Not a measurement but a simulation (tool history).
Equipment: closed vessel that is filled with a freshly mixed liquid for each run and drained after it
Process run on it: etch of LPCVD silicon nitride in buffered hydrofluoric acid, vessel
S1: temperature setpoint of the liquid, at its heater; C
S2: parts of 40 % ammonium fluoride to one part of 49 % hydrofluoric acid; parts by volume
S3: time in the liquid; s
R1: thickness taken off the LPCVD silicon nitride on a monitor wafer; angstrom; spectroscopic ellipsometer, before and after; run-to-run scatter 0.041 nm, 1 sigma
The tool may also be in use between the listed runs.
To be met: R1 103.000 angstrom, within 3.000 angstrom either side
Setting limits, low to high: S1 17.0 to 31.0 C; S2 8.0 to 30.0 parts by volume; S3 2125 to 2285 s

run	hour	S1	S2	S3	R1
1	0.0	23.0	22.5	2125	135.220
2	2.5	20.0	22.5	2125	113.680
3	4.4	22.0	22.5	2125	128.080
4	11.9	21.5	22.5	2125	124.550
5	12.5	21.0	22.5	2125	120.740
6	18.5	20.5	22.5	2125	117.550
7	27.1	20.0	22.5	2125	115.610
8	33.2	19.5	22.5	2125	111.560
9	39.5	19.5	22.5	2125	110.590

Exercise: of the 5 proposed moves below, exactly one satisfies all targets within the stated allowed misses. Which move is it?
A	45.8	20.5	22.5	2145	?
B	45.8	20.0	20.5	2200	?
C	45.8	20.0	28.0	2125	?
D	45.8	23.0	26.0	2140	?
E	45.8	19.5	26.5	2230	?

move	R1
A	119.630
B	127.220
C	97.716
D	124.160
E	104.980
A: moves away from the targets compared with the last run
B: moves away from the targets compared with the last run
C: moves the result that the last run missed by most past its target, out the other side
D: moves away from the targets compared with the last run
E: hits every target within its allowed miss
Answer: E

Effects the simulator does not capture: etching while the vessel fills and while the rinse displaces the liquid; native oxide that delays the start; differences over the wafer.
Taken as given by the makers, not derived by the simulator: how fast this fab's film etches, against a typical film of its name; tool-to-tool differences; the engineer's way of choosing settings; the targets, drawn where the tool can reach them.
